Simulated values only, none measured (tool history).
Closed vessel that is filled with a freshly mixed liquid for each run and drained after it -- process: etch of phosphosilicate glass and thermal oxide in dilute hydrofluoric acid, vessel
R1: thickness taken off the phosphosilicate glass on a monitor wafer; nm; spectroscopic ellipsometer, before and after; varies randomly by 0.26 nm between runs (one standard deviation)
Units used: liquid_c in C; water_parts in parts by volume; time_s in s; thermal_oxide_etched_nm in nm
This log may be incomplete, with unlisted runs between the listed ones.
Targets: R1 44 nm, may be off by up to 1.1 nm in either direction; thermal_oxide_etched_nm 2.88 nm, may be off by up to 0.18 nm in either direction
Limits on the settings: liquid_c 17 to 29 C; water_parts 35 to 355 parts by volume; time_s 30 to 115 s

{"run": 1, "hour": 0.0, "liquid_c": 21, "water_parts": 195, "time_s": 60, "R1": 18.186, "thermal_oxide_etched_nm": 1.1806}
{"run": 2, "hour": 6.5, "liquid_c": 18.5, "water_parts": 195, "time_s": 60, "R1": 16.747, "thermal_oxide_etched_nm": 1.0713}
{"run": 3, "hour": 8.2, "liquid_c": 17, "water_parts": 195, "time_s": 60, "R1": 15.423, "thermal_oxide_etched_nm": 0.99771}
{"run": 4, "hour": 10.5, "liquid_c": 20.5, "water_parts": 170, "time_s": 60, "R1": 20.978, "thermal_oxide_etched_nm": 1.3676}
{"run": 5, "hour": 16.4, "liquid_c": 22.5, "water_parts": 150, "time_s": 60, "R1": 26.631, "thermal_oxide_etched_nm": 1.7053}
{"run": 6, "hour": 24.1, "liquid_c": 24.5, "water_parts": 140, "time_s": 60, "R1": 30.796, "thermal_oxide_etched_nm": 1.992}
{"run": 7, "hour": 31.2, "liquid_c": 25.5, "water_parts": 135, "time_s": 60, "R1": 33.564, "thermal_oxide_etched_nm": 2.1775}
{"run": 8, "hour": 36.9, "liquid_c": 26.5, "water_parts": 130, "time_s": 60, "R1": 36.442, "thermal_oxide_etched_nm": 2.3344}
{"run": 9, "hour": 40.3, "liquid_c": 27, "water_parts": 125, "time_s": 60, "R1": 38.824, "thermal_oxide_etched_nm": 2.5056}
{"run": 10, "hour": 47.4, "liquid_c": 29, "water_parts": 115, "time_s": 60, "R1": 45.86, "thermal_oxide_etched_nm": 3.0654}

4 next moves are on the table. One of them brings every result within its allowed miss. Which?
{"run": "A", "hour": 54.5, "liquid_c": 26, "water_parts": 140, "time_s": 85, "R1": "?", "thermal_oxide_etched_nm": "?"}
{"run": "B", "hour": 54.5, "liquid_c": 29, "water_parts": 135, "time_s": 70, "R1": "?", "thermal_oxide_etched_nm": "?"}
{"run": "C", "hour": 54.5, "liquid_c": 17, "water_parts": 60, "time_s": 50, "R1": "?", "thermal_oxide_etched_nm": "?"}
{"run": "D", "hour": 54.5, "liquid_c": 24.5, "water_parts": 90, "time_s": 55, "R1": "?", "thermal_oxide_etched_nm": "?"}

move=A R1=46.579 thermal_oxide_etched_nm=3.0223
move=B R1=44.764 thermal_oxide_etched_nm=2.9045
move=C R1=48.71 thermal_oxide_etched_nm=3.1605
move=D R1=47.059 thermal_oxide_etched_nm=3.0534
A: the biggest miss grows against the last run
B: meets every target
C: the biggest miss grows against the last run
D: the biggest miss grows against the last run
B is the move that brings every result within its allowed miss.
